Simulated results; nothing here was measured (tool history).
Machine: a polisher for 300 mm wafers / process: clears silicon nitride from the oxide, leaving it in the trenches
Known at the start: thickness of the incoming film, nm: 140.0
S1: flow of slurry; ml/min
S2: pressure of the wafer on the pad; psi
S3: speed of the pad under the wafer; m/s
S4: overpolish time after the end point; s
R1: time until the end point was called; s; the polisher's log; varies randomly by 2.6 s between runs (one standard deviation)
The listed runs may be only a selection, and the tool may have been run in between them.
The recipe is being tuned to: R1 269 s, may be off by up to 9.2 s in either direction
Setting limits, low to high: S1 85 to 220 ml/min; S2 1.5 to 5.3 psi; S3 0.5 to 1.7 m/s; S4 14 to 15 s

Run 1, hour 0: S1 140 ml/min, S2 3.4 psi, S3 1.1 m/s, S4 14 s. Result: R1 121.09 s.
Run 2, hour 4.6: S1 135 ml/min, S2 3 psi, S3 1.04 m/s, S4 14 s. Result: R1 139.31 s.
Run 3, hour 8.1: S1 160 ml/min, S2 3 psi, S3 1.04 m/s, S4 14 s. Result: R1 133.98 s.
Run 4, hour 9.7: S1 150 ml/min, S2 2.7 psi, S3 0.98 m/s, S4 14 s. Result: R1 154.74 s.
Run 5, hour 10.4: S1 140 ml/min, S2 2.4 psi, S3 0.92 m/s, S4 14 s. Result: R1 180.73 s.
Run 6, hour 13.3: S1 140 ml/min, S2 2.4 psi, S3 0.92 m/s, S4 15 s. Result: R1 178.44 s.
Run 7, hour 17.8: S1 135 ml/min, S2 2.2 psi, S3 0.88 m/s, S4 15 s. Result: R1 195.03 s.
Run 8, hour 26.4: S1 130 ml/min, S2 2 psi, S3 0.84 m/s, S4 15 s. Result: R1 219.3 s.

5 candidate next runs follow, results not yet known. Just one meets every target within its allowed miss. Identify it.
Run A, hour 35: S1 125 ml/min, S2 1.5 psi, S3 0.8 m/s, S4 15 s. Result: R1 ?.
Run B, hour 35: S1 150 ml/min, S2 2.5 psi, S3 0.9 m/s, S4 15 s. Result: R1 ?.
Run C, hour 35: S1 120 ml/min, S2 2.9 psi, S3 0.86 m/s, S4 14 s. Result: R1 ?.
Run D, hour 35: S1 145 ml/min, S2 2 psi, S3 0.78 m/s, S4 15 s. Result: R1 ?.
Run E, hour 35: S1 145 ml/min, S2 2.9 psi, S3 0.98 m/s, S4 15 s. Result: R1 ?.

move      R1
   A  263.78
   B  173.49
   C  167.74
   D  225.85
   E  146.65
A: meets every target
B: its largest miss is bigger than the last run's
C: its largest miss is bigger than the last run's
D: gains on the last run, yet a result remains outside its allowed miss
E: its largest miss is bigger than the last run's
Move A is the one to make.
